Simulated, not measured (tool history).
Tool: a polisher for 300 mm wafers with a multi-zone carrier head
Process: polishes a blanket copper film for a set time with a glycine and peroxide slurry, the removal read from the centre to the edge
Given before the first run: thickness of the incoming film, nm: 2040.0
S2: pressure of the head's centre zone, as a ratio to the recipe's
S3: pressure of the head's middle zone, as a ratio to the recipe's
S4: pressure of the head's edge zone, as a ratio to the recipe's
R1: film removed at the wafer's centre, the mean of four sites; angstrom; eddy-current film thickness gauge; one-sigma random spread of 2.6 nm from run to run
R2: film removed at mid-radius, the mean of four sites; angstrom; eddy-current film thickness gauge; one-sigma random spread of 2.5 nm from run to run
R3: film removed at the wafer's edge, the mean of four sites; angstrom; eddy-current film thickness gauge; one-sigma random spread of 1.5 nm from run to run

{"run": 1, "day": 0.0, "flow of slurry (ml/min)": 165, "S2": 1, "S3": 1, "S4": 1, "polishing time (s)": 54, "R1": 2243.1, "R2": 2395.6, "R3": 2450.7}
{"run": 2, "day": 0.196, "flow of slurry (ml/min)": 165, "S2": 0.96, "S3": 1, "S4": 1, "polishing time (s)": 54, "R1": 2145.7, "R2": 2419.3, "R3": 2431.4}
{"run": 3, "day": 0.496, "flow of slurry (ml/min)": 195, "S2": 0.96, "S3": 1, "S4": 1, "polishing time (s)": 54, "R1": 2235.4, "R2": 2510.9, "R3": 2495.3}
{"run": 4, "day": 0.571, "flow of slurry (ml/min)": 195, "S2": 0.96, "S3": 1.07, "S4": 1, "polishing time (s)": 54, "R1": 2193.2, "R2": 2561.8, "R3": 2478.4}
{"run": 5, "day": 0.938, "flow of slurry (ml/min)": 195, "S2": 0.96, "S3": 1.07, "S4": 0.94, "polishing time (s)": 54, "R1": 2187.6, "R2": 2548.3, "R3": 2419.1}
{"run": 6, "day": 1.133, "flow of slurry (ml/min)": 195, "S2": 0.96, "S3": 1.07, "S4": 0.94, "polishing time (s)": 47, "R1": 1899.7, "R2": 2221.1, "R3": 2118.6}
{"day": 1.492, "done": "centre zone pressure recalibrated"}
{"run": 7, "day": 1.492, "flow of slurry (ml/min)": 185, "S2": 0.97, "S3": 1.07, "S4": 0.92, "polishing time (s)": 47, "R1": 2046.3, "R2": 2259.2, "R3": 2081.4}
{"run": 8, "day": 1.688, "flow of slurry (ml/min)": 180, "S2": 0.96, "S3": 1.05, "S4": 0.92, "polishing time (s)": 46, "R1": 1987.6, "R2": 2125.1, "R3": 1982.7}
{"run": 9, "day": 1.796, "flow of slurry (ml/min)": 165, "S2": 0.91, "S3": 1.06, "S4": 0.96, "polishing time (s)": 46, "R1": 1884.9, "R2": 2122, "R3": 2071.1}

Run 10, settings as shown, results not yet in. Your forecast:
{"run": 10, "day": 1.946, "flow of slurry (ml/min)": 165, "S2": 0.91, "S3": 1.06, "S4": 0.95, "polishing time (s)": 46, "R1": "?", "R2": "?", "R3": "?"}

R1: 1875.6 angstrom
R2: 2118.8 angstrom
R3: 2030.9 angstrom
